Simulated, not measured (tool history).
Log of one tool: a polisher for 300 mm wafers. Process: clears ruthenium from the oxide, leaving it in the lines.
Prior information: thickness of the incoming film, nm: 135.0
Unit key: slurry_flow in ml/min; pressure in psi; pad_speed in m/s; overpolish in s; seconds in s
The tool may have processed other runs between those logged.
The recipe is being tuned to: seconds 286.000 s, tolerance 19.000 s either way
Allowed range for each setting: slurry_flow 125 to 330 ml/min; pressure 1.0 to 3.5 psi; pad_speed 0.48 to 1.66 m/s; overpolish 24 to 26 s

Run 1, hour 0.0: slurry_flow 210 ml/min, pressure 2.2 psi, pad_speed 1.06 m/s, overpolish 24 s. Result: seconds 87.692 s.
Run 2, hour 4.6: slurry_flow 190 ml/min, pressure 1.9 psi, pad_speed 0.92 m/s, overpolish 24 s. Result: seconds 115.010 s.
Run 3, hour 8.1: slurry_flow 190 ml/min, pressure 1.9 psi, pad_speed 0.92 m/s, overpolish 26 s. Result: seconds 118.820 s.
Run 4, hour 12.4: slurry_flow 165 ml/min, pressure 1.9 psi, pad_speed 0.92 m/s, overpolish 26 s. Result: seconds 118.370 s.
Run 5, hour 17.6: slurry_flow 155 ml/min, pressure 1.7 psi, pad_speed 0.80 m/s, overpolish 26 s. Result: seconds 153.070 s.
Run 6, hour 22.8: slurry_flow 155 ml/min, pressure 1.5 psi, pad_speed 0.74 m/s, overpolish 26 s. Result: seconds 186.350 s.
Run 7, hour 25.3: slurry_flow 155 ml/min, pressure 1.5 psi, pad_speed 0.74 m/s, overpolish 26 s. Result: seconds 182.060 s.
Run 8, hour 34.1: slurry_flow 155 ml/min, pressure 1.4 psi, pad_speed 0.70 m/s, overpolish 26 s. Result: seconds 208.950 s.
Run 9, hour 35.8: slurry_flow 155 ml/min, pressure 1.3 psi, pad_speed 0.68 m/s, overpolish 26 s. Result: seconds 229.850 s.
Run 10, hour 42.5: slurry_flow 155 ml/min, pressure 1.2 psi, pad_speed 0.68 m/s, overpolish 26 s. Result: seconds 249.870 s.

Which of these 4 next moves meets every target?
Run A, hour 49.2: slurry_flow 225 ml/min, pressure 1.0 psi, pad_speed 0.84 m/s, overpolish 26 s. Result: seconds ?.
Run B, hour 49.2: slurry_flow 175 ml/min, pressure 1.4 psi, pad_speed 0.70 m/s, overpolish 24 s. Result: seconds ?.
Run C, hour 49.2: slurry_flow 125 ml/min, pressure 1.0 psi, pad_speed 0.74 m/s, overpolish 26 s. Result: seconds ?.
Run D, hour 49.2: slurry_flow 150 ml/min, pressure 1.2 psi, pad_speed 0.78 m/s, overpolish 26 s. Result: seconds ?.

move  seconds
   A  226.800
   B  201.440
   C  272.470
   D  213.750
A: further off than the last run
B: further off than the last run
C: hits every target within its allowed miss
D: further off than the last run
Go with C: it meets all targets.
